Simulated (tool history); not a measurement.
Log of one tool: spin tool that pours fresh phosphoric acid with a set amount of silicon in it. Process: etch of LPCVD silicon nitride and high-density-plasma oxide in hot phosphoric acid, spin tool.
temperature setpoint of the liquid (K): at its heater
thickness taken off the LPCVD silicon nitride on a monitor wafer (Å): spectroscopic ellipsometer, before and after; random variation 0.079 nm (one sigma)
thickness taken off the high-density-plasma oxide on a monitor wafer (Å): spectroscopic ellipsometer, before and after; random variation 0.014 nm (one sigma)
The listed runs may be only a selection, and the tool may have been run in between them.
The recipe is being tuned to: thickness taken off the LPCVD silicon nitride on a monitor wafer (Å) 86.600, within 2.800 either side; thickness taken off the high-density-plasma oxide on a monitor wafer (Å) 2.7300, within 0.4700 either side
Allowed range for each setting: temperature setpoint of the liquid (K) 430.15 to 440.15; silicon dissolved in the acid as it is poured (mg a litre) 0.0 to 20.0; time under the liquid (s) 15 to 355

run  hour  temperature setpoint of the liquid (K)  silicon dissolved in the acid as it is poured (mg a litre)  time under the liquid (s)  thickness taken off the LPCVD silicon nitride on a monitor wafer (Å)  thickness taken off the high-density-plasma oxide on a monitor wafer (Å)
  1   0.0                                  435.15                                                         9.0                        180                                                               184.780                                                                    6.2301
  2   8.6                                  434.15                                                         8.5                        145                                                               145.640                                                                    4.6599
  3  17.3                                  433.65                                                         7.5                        125                                                               122.000                                                                    4.1799
  4  21.6                                  432.65                                                         7.5                        115                                                               106.820                                                                    2.9324
  5  30.2                                  432.65                                                         5.5                        110                                                               104.730                                                                    3.2802
  6  34.0                                  432.65                                                         5.5                        145                                                               137.510                                                                    4.6075
  7  34.7                                  432.65                                                         5.5                        125                                                               119.470                                                                    3.5331
  8  39.4                                  433.15                                                         7.0                        110                                                               104.770                                                                    3.4053
  9  47.6                                  433.15                                                         7.0                        105                                                               100.850                                                                    3.3316
 10  49.3                                  433.15                                                         7.0                        100                                                                95.803                                                                    3.1448
 11  54.0                                  433.15                                                         7.0                         95                                                                92.300                                                                    3.0737

Which single option among these 4 for the next run brings every result within its allowed miss of target? Just one does.
  A  58.7                                  432.15                                                        14.0                        110                                                                     ?                                                                         ?
  B  58.7                                  431.65                                                         6.5                         95                                                                     ?                                                                         ?
  C  58.7                                  430.15                                                         7.5                        120                                                                     ?                                                                         ?
  D  58.7                                  431.15                                                         4.0                        115                                                                     ?                                                                         ?

move  thickness taken off the LPCVD silicon nitride on a monitor wafer (Å)  thickness taken off the high-density-plasma oxide on a monitor wafer (Å)
   A                                                               102.560                                                                    2.7241
   B                                                                87.095                                                                    2.7199
   C                                                               104.550                                                                    3.0067
   D                                                               103.660                                                                    3.3502
A: the biggest miss grows against the last run
B: hits every target within its allowed miss
C: the biggest miss grows against the last run
D: the biggest miss grows against the last run
The right move is B.

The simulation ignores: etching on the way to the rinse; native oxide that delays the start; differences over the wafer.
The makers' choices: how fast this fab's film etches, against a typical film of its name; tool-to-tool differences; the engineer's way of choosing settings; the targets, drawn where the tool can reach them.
